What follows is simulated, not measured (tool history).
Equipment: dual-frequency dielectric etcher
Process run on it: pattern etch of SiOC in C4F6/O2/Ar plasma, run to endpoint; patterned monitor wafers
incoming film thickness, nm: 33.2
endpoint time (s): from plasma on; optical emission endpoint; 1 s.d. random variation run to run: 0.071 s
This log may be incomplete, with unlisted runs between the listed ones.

{"run": 1, "hour": 0.0, "bias power (W)": 562, "source power (W)": 300, "endpoint time (s)": 12.325}
{"run": 2, "hour": 2.4, "bias power (W)": 562, "source power (W)": 250, "endpoint time (s)": 13.856}
{"run": 3, "hour": 10.4, "bias power (W)": 537, "source power (W)": 240, "endpoint time (s)": 14.482}
{"run": 4, "hour": 12.6, "bias power (W)": 537, "source power (W)": 260, "endpoint time (s)": 13.675}
{"run": 5, "hour": 18.2, "bias power (W)": 460, "source power (W)": 260, "endpoint time (s)": 14.275}
{"run": 6, "hour": 26.8, "bias power (W)": 543, "source power (W)": 260, "endpoint time (s)": 13.574}
{"run": 7, "hour": 31.0, "bias power (W)": 431, "source power (W)": 200, "endpoint time (s)": 17.411}

What will run 8 give?
{"run": 8, "hour": 37.0, "bias power (W)": 431, "source power (W)": 200, "endpoint time (s)": "?"}

{"run 8": {"endpoint time (s)": 17.499}}
